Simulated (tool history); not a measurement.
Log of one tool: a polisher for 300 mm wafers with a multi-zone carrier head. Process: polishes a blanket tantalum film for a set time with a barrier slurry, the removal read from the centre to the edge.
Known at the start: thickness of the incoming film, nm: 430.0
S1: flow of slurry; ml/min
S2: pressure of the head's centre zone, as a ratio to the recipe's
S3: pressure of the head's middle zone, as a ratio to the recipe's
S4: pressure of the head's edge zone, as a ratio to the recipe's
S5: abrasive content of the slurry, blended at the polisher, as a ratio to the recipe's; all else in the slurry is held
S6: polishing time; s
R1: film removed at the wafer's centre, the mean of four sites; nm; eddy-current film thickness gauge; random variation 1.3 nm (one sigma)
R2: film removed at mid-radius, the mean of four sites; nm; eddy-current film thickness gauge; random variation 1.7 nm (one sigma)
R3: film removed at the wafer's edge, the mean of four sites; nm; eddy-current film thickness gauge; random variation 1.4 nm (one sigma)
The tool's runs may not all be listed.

run 1 hour=0 | S1=305 S2=1 S3=1 S4=1 S5=1 S6=74 | R1=163.07 R2=160.55 R3=163.41
run 2 hour=1.9 | S1=305 S2=0.98 S3=1 S4=0.99 S5=0.95 S6=74 | R1=154.75 R2=158.89 R3=159.52
run 3 hour=8.5 | S1=365 S2=0.98 S3=1 S4=0.99 S5=0.95 S6=74 | R1=154.55 R2=158.41 R3=163.21
run 4 hour=11.9 | S1=360 S2=0.97 S3=0.99 S4=0.97 S5=0.9 S6=74 | R1=151.92 R2=157.13 R3=155.36
run 5 hour=19.2 | S1=360 S2=0.97 S3=0.99 S4=0.97 S5=1 S6=74 | R1=161.34 R2=162.31 R3=163.25
run 6 hour=23.7 | S1=360 S2=0.96 S3=0.98 S4=0.97 S5=0.95 S6=74 | R1=154.65 R2=155.79 R3=164.21
run 7 hour=28.3 | S1=360 S2=0.95 S3=0.98 S4=0.96 S5=0.9 S6=74 | R1=148.83 R2=154.3 R3=156.69
run 8 hour=36.2 | S1=360 S2=0.95 S3=0.98 S4=0.96 S5=0.9 S6=74 | R1=153.27 R2=154.68 R3=157.92
run 9 hour=43.8 | S1=360 S2=0.95 S3=0.98 S4=0.96 S5=0.9 S6=74 | R1=150.49 R2=153.08 R3=156.11
run 10 hour=48.4 | S1=360 S2=0.94 S3=0.98 S4=0.96 S5=0.9 S6=74 | R1=150.03 R2=154.66 R3=156.7
run 11 hour=52.9 | S1=335 S2=0.84 S3=0.94 S4=0.86 S5=0.65 S6=73 | R1=115 R2=130.36 R3=129.59
run 12 hour=61.7 | S1=340 S2=0.84 S3=0.95 S4=0.87 S5=0.65 S6=73 | R1=116.12 R2=129.93 R3=129.14
run 13 hour=65.6 | S1=340 S2=0.84 S3=0.96 S4=0.88 S5=0.65 S6=73 | R1=116.1 R2=127.92 R3=127.8

Run 14 comes next. What will it give?
run 14 hour=73.1 | S1=340 S2=0.84 S3=0.96 S4=0.88 S5=0.7 S6=73 | R1=? R2=? R3=?

Run 14 gave R1 117.38 nm, R2 136.16 nm, R3 136.6 nm.
